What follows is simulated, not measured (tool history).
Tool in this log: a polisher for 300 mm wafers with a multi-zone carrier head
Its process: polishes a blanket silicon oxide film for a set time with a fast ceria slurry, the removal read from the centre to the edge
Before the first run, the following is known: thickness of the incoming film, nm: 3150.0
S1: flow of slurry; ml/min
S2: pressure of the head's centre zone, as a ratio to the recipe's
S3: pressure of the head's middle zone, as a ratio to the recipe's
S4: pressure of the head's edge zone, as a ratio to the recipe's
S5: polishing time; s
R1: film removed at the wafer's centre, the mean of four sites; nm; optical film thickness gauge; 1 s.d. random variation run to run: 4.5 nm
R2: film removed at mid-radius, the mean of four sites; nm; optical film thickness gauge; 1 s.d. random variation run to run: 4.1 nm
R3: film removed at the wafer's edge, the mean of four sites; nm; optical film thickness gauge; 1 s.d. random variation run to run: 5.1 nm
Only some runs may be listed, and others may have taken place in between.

run    day   S1    S2    S3    S4  S5      R1      R2      R3
  1  0.000  230  1.00  1.00  1.00  70  891.63  893.16  889.77
  2  0.192  230  0.96  1.00  1.00  70  851.11  881.01  874.29
  3  0.229  240  0.97  1.02  0.97  65  803.01  848.40  811.62
  4  0.575  245  0.99  1.03  0.95  60  764.25  794.88  721.83
  5  0.896  250  0.99  1.03  0.93  57  725.13  755.89  687.81
  6  0.979  250  1.05  1.03  0.93  57  773.80  759.21  693.35
  7  1.175  255  1.04  1.03  0.91  55  730.59  727.67  653.44
  8  1.212  305  1.02  1.07  0.81  40  537.66  562.61  460.14
  9  1.350  305  1.03  1.08  0.83  40  547.53  567.62  469.19
     1.479  -- worn pad replaced by a new one
 10  1.479  305  1.04  1.09  0.84  40  612.88  631.07  521.72
 11  1.650  300  1.04  1.09  0.84  40  612.49  635.48  528.72

Expected results for the next run?
 12  1.808  285  1.03  1.10  0.81  38   ?   ?   ?

R1: 561.86 nm
R2: 601.62 nm
R3: 485.36 nm

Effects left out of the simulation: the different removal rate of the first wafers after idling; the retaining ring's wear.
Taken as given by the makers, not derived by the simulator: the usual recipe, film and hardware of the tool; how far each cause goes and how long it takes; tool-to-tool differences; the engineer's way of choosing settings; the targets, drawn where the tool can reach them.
